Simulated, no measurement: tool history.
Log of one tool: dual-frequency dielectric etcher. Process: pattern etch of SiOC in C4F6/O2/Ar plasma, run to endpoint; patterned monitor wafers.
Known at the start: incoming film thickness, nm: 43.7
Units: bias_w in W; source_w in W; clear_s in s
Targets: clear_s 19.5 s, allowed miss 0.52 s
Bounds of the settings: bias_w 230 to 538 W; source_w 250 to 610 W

{"run": 1, "hour": 0.0, "bias_w": 384, "source_w": 430, "clear_s": 17.11}
{"run": 2, "hour": 6.6, "bias_w": 372, "source_w": 420, "clear_s": 17.348}
{"run": 3, "hour": 9.7, "bias_w": 337, "source_w": 420, "clear_s": 17.958}
{"run": 4, "hour": 13.8, "bias_w": 329, "source_w": 420, "clear_s": 18.278}
{"run": 5, "hour": 15.2, "bias_w": 323, "source_w": 420, "clear_s": 18.416}
{"run": 6, "hour": 21.6, "bias_w": 323, "source_w": 340, "clear_s": 20.665}
{"run": 7, "hour": 30.0, "bias_w": 328, "source_w": 340, "clear_s": 20.596}
{"run": 8, "hour": 32.4, "bias_w": 378, "source_w": 360, "clear_s": 18.806}
{"run": 9, "hour": 33.8, "bias_w": 375, "source_w": 360, "clear_s": 18.948}
{"run": 10, "hour": 40.4, "bias_w": 373, "source_w": 360, "clear_s": 18.724}
{"run": 11, "hour": 47.2, "bias_w": 370, "source_w": 360, "clear_s": 18.919}
{"run": 12, "hour": 50.0, "bias_w": 368, "source_w": 360, "clear_s": 19.078}

4 next moves are on the table. One of them brings every result within its allowed miss. Which?
{"run": "A", "hour": 52.8, "bias_w": 410, "source_w": 370, "clear_s": "?"}
{"run": "B", "hour": 52.8, "bias_w": 384, "source_w": 370, "clear_s": "?"}
{"run": "C", "hour": 52.8, "bias_w": 444, "source_w": 300, "clear_s": "?"}
{"run": "D", "hour": 52.8, "bias_w": 499, "source_w": 310, "clear_s": "?"}

move=A clear_s=17.908
move=B clear_s=18.359
move=C clear_s=19.585
move=D clear_s=18.343
A: further off than the last run
B: further off than the last run
C: meets every target
D: further off than the last run
The right move is C.
